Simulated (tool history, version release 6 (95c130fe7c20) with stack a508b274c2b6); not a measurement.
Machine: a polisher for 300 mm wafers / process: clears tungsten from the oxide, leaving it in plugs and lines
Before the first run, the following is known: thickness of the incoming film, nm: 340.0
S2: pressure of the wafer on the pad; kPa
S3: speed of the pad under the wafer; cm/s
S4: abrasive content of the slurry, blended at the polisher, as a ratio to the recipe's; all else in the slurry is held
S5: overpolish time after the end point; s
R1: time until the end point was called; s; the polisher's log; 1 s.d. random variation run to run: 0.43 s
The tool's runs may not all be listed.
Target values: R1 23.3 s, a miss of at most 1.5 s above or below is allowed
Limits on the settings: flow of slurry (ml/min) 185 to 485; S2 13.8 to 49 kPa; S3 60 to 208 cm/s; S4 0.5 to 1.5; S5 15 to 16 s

run 1 day=0 | flow_of_slurry_(ml/min)=310 S2=31 S3=134 S4=1 S5=15 | R1=50.971
run 2 day=0.088 | flow_of_slurry_(ml/min)=310 S2=34.5 S3=140 S4=1 S5=15 | R1=42.765
run 3 day=0.162 | flow_of_slurry_(ml/min)=310 S2=37.2 S3=144 S4=1 S5=15 | R1=39.606
run 4 day=0.383 | flow_of_slurry_(ml/min)=310 S2=37.2 S3=168 S4=1 S5=15 | R1=34.252
run 5 day=0.683 | flow_of_slurry_(ml/min)=310 S2=37.2 S3=154 S4=1 S5=15 | R1=38.443
run 6 day=0.954 | flow_of_slurry_(ml/min)=270 S2=37.2 S3=154 S4=1 S5=15 | R1=38.022
run 7 day=1.079 | flow_of_slurry_(ml/min)=270 S2=39.3 S3=160 S4=1 S5=15 | R1=35.242
-- day=1.4 head pressure recalibrated
run 8 day=1.4 | flow_of_slurry_(ml/min)=275 S2=41.4 S3=164 S4=1 S5=15 | R1=29.66
run 9 day=1.633 | flow_of_slurry_(ml/min)=275 S2=42.7 S3=164 S4=1 S5=15 | R1=28.736
run 10 day=1.904 | flow_of_slurry_(ml/min)=275 S2=43.4 S3=164 S4=1 S5=15 | R1=27.526
run 11 day=2.033 | flow_of_slurry_(ml/min)=275 S2=44.1 S3=164 S4=1 S5=15 | R1=28.316

Which one of the following 4 next-run settings gets every result inside its allowed miss? There is exactly one.
run A day=2.162 | flow_of_slurry_(ml/min)=295 S2=37.9 S3=158 S4=1 S5=15 | R1=?
run B day=2.162 | flow_of_slurry_(ml/min)=365 S2=33.1 S3=164 S4=0.9 S5=16 | R1=?
run C day=2.162 | flow_of_slurry_(ml/min)=290 S2=46.9 S3=184 S4=1 S5=15 | R1=?
run D day=2.162 | flow_of_slurry_(ml/min)=280 S2=48.3 S3=112 S4=1.1 S5=16 | R1=?

move=A R1=33.228
move=B R1=36.488
move=C R1=23.956
move=D R1=35.889
A: misses by more than the last run did
B: misses by more than the last run did
C: every result lands within tolerance
D: misses by more than the last run did
Move C is the one to make.
